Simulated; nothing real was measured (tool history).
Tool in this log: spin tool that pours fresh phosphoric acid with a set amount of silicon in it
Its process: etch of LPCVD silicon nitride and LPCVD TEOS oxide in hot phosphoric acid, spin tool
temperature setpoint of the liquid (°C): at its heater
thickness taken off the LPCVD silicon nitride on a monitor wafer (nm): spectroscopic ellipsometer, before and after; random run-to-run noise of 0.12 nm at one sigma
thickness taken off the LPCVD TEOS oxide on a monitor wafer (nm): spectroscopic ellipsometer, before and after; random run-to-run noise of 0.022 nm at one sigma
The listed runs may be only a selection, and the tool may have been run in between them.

| run | hour | temperature setpoint of the liquid (°C) | silicon dissolved in the acid as it is poured (mg a litre) | time under the liquid (s) | thickness taken off the LPCVD silicon nitride on a monitor wafer (nm) | thickness taken off the LPCVD TEOS oxide on a monitor wafer (nm) |
|---|---|---|---|---|---|---|
| 1 | 0 | 163 | 21.5 | 70 | 7.3337 | 0.20173 |
| 2 | 5.5 | 164 | 21.5 | 70 | 7.6147 | 0.19835 |
| 3 | 10.3 | 164 | 12.5 | 70 | 7.6112 | 0.3888 |
| 4 | 19.2 | 166 | 12.5 | 70 | 8.131 | 0.30367 |
| 5 | 20.7 | 166 | 12.5 | 85 | 10.019 | 0.4115 |
| 6 | 21.4 | 166.5 | 16 | 90 | 10.465 | 0.4795 |
| 7 | 26.3 | 167 | 22 | 95 | 11.367 | 0.41107 |
| 8 | 34.8 | 167 | 27 | 100 | 12.023 | 0.44297 |

Predict the results of run 9:
| 9 | 38.7 | 166.5 | 31 | 105 | ? | ? |

{"run 9": {"thickness taken off the LPCVD silicon nitride on a monitor wafer (nm)": 12.324, "thickness taken off the LPCVD TEOS oxide on a monitor wafer (nm)": 0.37938}}

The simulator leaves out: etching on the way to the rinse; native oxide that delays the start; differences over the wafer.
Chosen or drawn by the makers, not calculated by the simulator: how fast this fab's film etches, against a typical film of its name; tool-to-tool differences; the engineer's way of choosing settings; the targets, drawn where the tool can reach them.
